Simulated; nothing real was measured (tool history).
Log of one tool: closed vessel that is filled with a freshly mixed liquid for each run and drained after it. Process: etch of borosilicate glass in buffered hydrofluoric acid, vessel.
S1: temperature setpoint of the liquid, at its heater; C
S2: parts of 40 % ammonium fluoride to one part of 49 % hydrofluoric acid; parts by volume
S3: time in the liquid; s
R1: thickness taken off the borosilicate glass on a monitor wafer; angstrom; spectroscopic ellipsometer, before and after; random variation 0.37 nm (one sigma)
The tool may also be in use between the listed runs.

{"run": 1, "hour": 0.0, "S1": 25.0, "S2": 14.0, "S3": 105, "R1": 1080.3}
{"run": 2, "hour": 4.0, "S1": 24.0, "S2": 14.0, "S3": 105, "R1": 1022.7}
{"run": 3, "hour": 12.8, "S1": 24.0, "S2": 10.5, "S3": 105, "R1": 1358.5}
{"run": 4, "hour": 20.8, "S1": 24.0, "S2": 10.5, "S3": 105, "R1": 1368.4}
{"run": 5, "hour": 27.5, "S1": 22.0, "S2": 10.5, "S3": 105, "R1": 1234.3}
{"run": 6, "hour": 35.9, "S1": 20.5, "S2": 11.0, "S3": 105, "R1": 1074.2}
{"run": 7, "hour": 41.1, "S1": 19.5, "S2": 11.0, "S3": 105, "R1": 1021.1}

The next listed run, before its measurement:
{"run": 8, "hour": 44.6, "S1": 19.0, "S2": 11.0, "S3": 105, "R1": "?"}

Run 8 gave R1 996.39 angstrom.
